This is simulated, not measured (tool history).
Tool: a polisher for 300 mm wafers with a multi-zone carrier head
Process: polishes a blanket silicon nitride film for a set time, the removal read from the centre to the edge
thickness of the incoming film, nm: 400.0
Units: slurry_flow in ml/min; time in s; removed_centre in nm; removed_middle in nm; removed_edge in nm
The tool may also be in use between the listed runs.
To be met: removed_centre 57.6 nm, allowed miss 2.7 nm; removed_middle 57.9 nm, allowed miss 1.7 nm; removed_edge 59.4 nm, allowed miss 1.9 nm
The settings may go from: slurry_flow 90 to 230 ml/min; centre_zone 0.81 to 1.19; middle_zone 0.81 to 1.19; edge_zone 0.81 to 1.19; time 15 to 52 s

run,hour,slurry_flow,centre_zone,middle_zone,edge_zone,time,removed_centre,removed_middle,removed_edge
1,0,150,1,1,1,33,47.279,47.584,47.592
2,1.8,150,0.94,1,1,33,44.896,48.158,47.16
3,6.3,175,0.94,1,1,33,47.713,48.717,48.031
4,11.1,175,0.95,1.01,1.03,34,48.43,50.937,49.9
5,14.1,175,1.02,1.01,1.03,34,52.62,50.731,50.125
6,17.4,175,0.99,1.01,1.03,34,50.727,50.919,50.649
7,21.7,180,1,1.02,1.05,34,53.366,50.553,51.696
8,27.3,180,0.99,1.04,1.07,34,52.695,51.734,51.059
9,29.3,180,0.98,1.04,1.08,35,51.95,53.005,52.828
10,34.2,185,0.98,1.04,1.09,35,53.083,53.316,53.408
11,42.8,190,0.98,1.04,1.1,35,53.103,53.648,53.505
12,47.7,190,0.98,1.04,1.11,35,51.419,54.199,54.063
13,54.6,195,0.99,1.04,1.12,35,53.249,53.497,53.829
14,59.7,195,0.99,1.04,1.13,36,54.044,54.009,56.217
15,68.2,200,0.99,1.05,1.13,36,56.071,55.78,56.377
16,71.3,200,0.99,1.05,1.14,36,54.867,54.99,56.625

5 next moves are on the table. One of them brings every result within its allowed miss. Which?
A,74.4,200,1.06,1.14,1.09,39,?,?,?
B,74.4,225,1.09,1.11,1.11,33,?,?,?
C,74.4,195,1.05,0.97,1.18,36,?,?,?
D,74.4,180,0.94,1.08,1.19,41,?,?,?
E,74.4,180,0.99,1.09,1.15,38,?,?,?

move,removed_centre,removed_middle,removed_edge
A,63.73,61.938,59.209
B,56.384,52.498,51.136
C,58.012,52.8,56.855
D,58.394,62.55,64.46
E,57.026,58.218,58.684
A: takes the result that was furthest off past its target
B: further off than the last run
C: further off than the last run
D: takes the result that was furthest off past its target
E: meets every target
The right move is E.
